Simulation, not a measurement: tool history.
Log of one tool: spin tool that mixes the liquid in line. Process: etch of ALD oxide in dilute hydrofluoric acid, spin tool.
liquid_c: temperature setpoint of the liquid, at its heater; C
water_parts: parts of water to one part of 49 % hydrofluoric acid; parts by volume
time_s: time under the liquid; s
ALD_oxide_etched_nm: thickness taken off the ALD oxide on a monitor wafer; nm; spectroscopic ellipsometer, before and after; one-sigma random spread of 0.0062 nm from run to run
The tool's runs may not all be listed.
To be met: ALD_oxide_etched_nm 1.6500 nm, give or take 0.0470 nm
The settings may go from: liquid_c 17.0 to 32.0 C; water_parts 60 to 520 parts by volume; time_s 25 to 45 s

run  hour  liquid_c  water_parts  time_s  ALD_oxide_etched_nm
  1   0.0      24.0          290      45               2.3890
  2   3.6      22.5          300      45               2.1634
  3   7.4      21.0          300      45               2.0657
  4   9.3      20.0          305      45               1.9475
  5  18.4      20.0          305      25               1.0804
  6  25.9      21.0          305      25               1.1127
  7  32.6      22.5          305      25               1.1801
  8  38.4      23.5          295      25               1.2735
  9  40.7      23.5          280      25               1.3532
 10  44.5      25.0          270      25               1.5060
     49.5  -- thermometer replaced
 11  49.5      26.0          265      25               1.4779
 12  56.2      26.0          255      25               1.5390

Next run, 4 choices. One meets every target within its allowed miss, the rest don't. Which?
  A  62.9      26.5          305      35                    ?
  B  62.9      23.0          275      35                    ?
  C  62.9      25.5          240      25                    ?
  D  62.9      28.5          360      35                    ?

move  ALD_oxide_etched_nm
   A               1.7545
   B               1.7762
   C               1.6465
   D               1.5005
A: moves the result that the last run missed by most past its target, out the other side
B: moves the result that the last run missed by most past its target, out the other side
C: every result within its allowed miss
D: moves away from the targets compared with the last run
The move that meets every target is C.
